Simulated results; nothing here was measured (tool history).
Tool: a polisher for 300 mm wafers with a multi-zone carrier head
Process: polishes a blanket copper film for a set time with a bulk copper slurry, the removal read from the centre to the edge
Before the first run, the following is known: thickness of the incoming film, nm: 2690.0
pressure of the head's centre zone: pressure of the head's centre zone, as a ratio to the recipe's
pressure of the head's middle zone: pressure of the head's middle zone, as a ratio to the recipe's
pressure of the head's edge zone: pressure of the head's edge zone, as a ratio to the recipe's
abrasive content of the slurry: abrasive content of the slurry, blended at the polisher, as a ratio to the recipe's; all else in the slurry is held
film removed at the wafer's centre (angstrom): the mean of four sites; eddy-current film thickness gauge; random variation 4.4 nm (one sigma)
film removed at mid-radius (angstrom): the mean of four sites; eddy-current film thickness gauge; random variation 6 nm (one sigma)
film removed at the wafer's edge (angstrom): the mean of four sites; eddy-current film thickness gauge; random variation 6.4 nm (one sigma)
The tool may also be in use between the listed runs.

run    day  flow of slurry (ml/min)  pressure of the head's centre zone  pressure of the head's middle zone  pressure of the head's edge zone  abrasive content of the slurry  polishing time (s)  film removed at the wafer's centre (angstrom)  film removed at mid-radius (angstrom)  film removed at the wafer's edge (angstrom)
  1      0                      205                                   1                                   1                                 1                               1                  62                                         5017.3                                 4934.3                                       5104.3
  2  0.225                      205                                   1                                0.96                                 1                               1                  62                                         5031.2                                   4790                                       5103.1
  3  0.471                      205                                   1                                0.96                                 1                             0.9                  62                                         4885.2                                 4669.9                                       4878.6
  4  0.612                      180                                   1                                0.96                                 1                             0.9                  62                                         4778.8                                 4602.5                                       4794.8
  5    0.9                      180                                   1                                0.99                                 1                             0.9                  62                                         4799.4                                 4647.2                                       4889.7
  6  1.204                      180                                1.05                                0.99                                 1                             0.9                  62                                         4963.5                                 4677.4                                       4874.1
  7  1.425                      205                                1.08                                0.99                              1.02                            0.95                  62                                         5355.3                                   4828                                       4979.7
  8  1.654                      220                                1.09                                0.98                              1.05                               1                  62                                         5549.4                                   4911                                       5222.4
  9  1.817                      230                                 1.1                                0.98                              1.06                               1                  62                                           5637                                   4944                                       5243.1
 10  1.842                      240                                1.11                                0.98                              1.07                               1                  62                                         5760.7                                 4998.6                                         5370
 11  1.979                      245                                1.11                                0.98                              1.07                               1                  62                                         5776.2                                   4930                                       5482.1
 12  2.208                      245                                1.12                                0.99                              1.06                               1                  62                                         5796.7                                   5131                                       5242.7

Forecast run 13:
 13  2.5                      245                                1.12                                0.99                              1.07                               1                  62                                              ?                                      ?                                            ?

film removed at the wafer's centre (angstrom): 5710.5
film removed at mid-radius (angstrom): 5030
film removed at the wafer's edge (angstrom): 5294.3
